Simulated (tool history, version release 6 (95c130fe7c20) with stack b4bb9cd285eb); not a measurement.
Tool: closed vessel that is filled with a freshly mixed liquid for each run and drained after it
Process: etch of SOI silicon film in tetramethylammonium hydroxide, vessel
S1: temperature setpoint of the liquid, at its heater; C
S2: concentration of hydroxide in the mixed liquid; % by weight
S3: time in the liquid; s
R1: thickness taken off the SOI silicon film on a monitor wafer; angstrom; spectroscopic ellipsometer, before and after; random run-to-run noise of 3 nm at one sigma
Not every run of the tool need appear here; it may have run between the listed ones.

{"run": 1, "hour": 0.0, "S1": 63, "S2": 16, "S3": 105, "R1": 4000.5}
{"run": 2, "hour": 4.8, "S1": 63, "S2": 13, "S3": 105, "R1": 4434.5}
{"run": 3, "hour": 10.3, "S1": 67, "S2": 13, "S3": 105, "R1": 5518.7}
{"run": 4, "hour": 17.2, "S1": 65, "S2": 13, "S3": 105, "R1": 4942.8}
{"run": 5, "hour": 21.6, "S1": 65, "S2": 11.5, "S3": 105, "R1": 5149.2}
{"run": 6, "hour": 25.7, "S1": 62, "S2": 11.5, "S3": 105, "R1": 4308.6}
{"run": 7, "hour": 28.9, "S1": 61, "S2": 11.5, "S3": 105, "R1": 4077.2}

What will run 8 give?
{"run": 8, "hour": 36.7, "S1": 60.5, "S2": 11.5, "S3": 105, "R1": "?"}

{"run 8": {"R1": 3918.2}}
